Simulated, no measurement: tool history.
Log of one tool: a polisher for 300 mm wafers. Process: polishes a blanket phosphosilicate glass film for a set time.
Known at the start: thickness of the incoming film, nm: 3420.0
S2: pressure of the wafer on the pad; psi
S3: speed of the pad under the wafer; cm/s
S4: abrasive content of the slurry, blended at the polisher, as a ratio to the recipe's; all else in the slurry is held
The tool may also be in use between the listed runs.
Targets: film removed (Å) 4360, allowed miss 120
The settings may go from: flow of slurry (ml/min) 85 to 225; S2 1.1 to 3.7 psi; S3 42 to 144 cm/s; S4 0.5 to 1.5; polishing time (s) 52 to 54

Run 1, hour 0: flow of slurry (ml/min) 145, S2 2.4 psi, S3 92 cm/s, S4 1, polishing time (s) 52. Result: film removed (Å) 3835.5.
Run 2, hour 3.9: flow of slurry (ml/min) 110, S2 2.4 psi, S3 92 cm/s, S4 1, polishing time (s) 52. Result: film removed (Å) 3601.7.
Run 3, hour 10.1: flow of slurry (ml/min) 110, S2 2.4 psi, S3 92 cm/s, S4 1, polishing time (s) 52. Result: film removed (Å) 3577.
Run 4, hour 11.3: flow of slurry (ml/min) 110, S2 2.4 psi, S3 92 cm/s, S4 1.15, polishing time (s) 52. Result: film removed (Å) 3756.6.
Run 5, hour 19.3: flow of slurry (ml/min) 110, S2 2.4 psi, S3 92 cm/s, S4 1, polishing time (s) 52. Result: film removed (Å) 3548.2.
Run 6, hour 25: flow of slurry (ml/min) 110, S2 2.4 psi, S3 92 cm/s, S4 1, polishing time (s) 52. Result: film removed (Å) 3632.5.
Run 7, hour 26.3: flow of slurry (ml/min) 115, S2 2.4 psi, S3 92 cm/s, S4 1, polishing time (s) 52. Result: film removed (Å) 3628.4.
Run 8, hour 33.1: flow of slurry (ml/min) 120, S2 2.4 psi, S3 92 cm/s, S4 1, polishing time (s) 52. Result: film removed (Å) 3665.4.
Run 9, hour 39.4: flow of slurry (ml/min) 125, S2 2.4 psi, S3 92 cm/s, S4 1, polishing time (s) 52. Result: film removed (Å) 3656.9.
Run 10, hour 46.2: flow of slurry (ml/min) 130, S2 2.4 psi, S3 92 cm/s, S4 1, polishing time (s) 52. Result: film removed (Å) 3782.5.
Run 11, hour 49: flow of slurry (ml/min) 135, S2 2.4 psi, S3 92 cm/s, S4 1, polishing time (s) 52. Result: film removed (Å) 3742.6.
Run 12, hour 55.1: flow of slurry (ml/min) 140, S2 2.4 psi, S3 92 cm/s, S4 1, polishing time (s) 52. Result: film removed (Å) 3738.7.
Run 13, hour 57.1: flow of slurry (ml/min) 170, S2 2.8 psi, S3 92 cm/s, S4 1, polishing time (s) 52. Result: film removed (Å) 4514.9.

5 next moves are on the table. One of them brings every result within its allowed miss. Which?
Run A, hour 59.1: flow of slurry (ml/min) 150, S2 2.6 psi, S3 100 cm/s, S4 1, polishing time (s) 54. Result: film removed (Å) ?.
Run B, hour 59.1: flow of slurry (ml/min) 165, S2 2.8 psi, S3 94 cm/s, S4 0.95, polishing time (s) 53. Result: film removed (Å) ?.
Run C, hour 59.1: flow of slurry (ml/min) 200, S2 3 psi, S3 84 cm/s, S4 1, polishing time (s) 53. Result: film removed (Å) ?.
Run D, hour 59.1: flow of slurry (ml/min) 165, S2 2.7 psi, S3 92 cm/s, S4 0.9, polishing time (s) 54. Result: film removed (Å) ?.
Run E, hour 59.1: flow of slurry (ml/min) 195, S2 2.7 psi, S3 94 cm/s, S4 1.05, polishing time (s) 52. Result: film removed (Å) ?.

move  film removed (Å)
   A            4629.2
   B            4638.9
   C            4752.9
   D            4397.8
   E              4668
A: further off than the last run
B: further off than the last run
C: further off than the last run
D: meets every target
E: further off than the last run
Move D is the one to make.
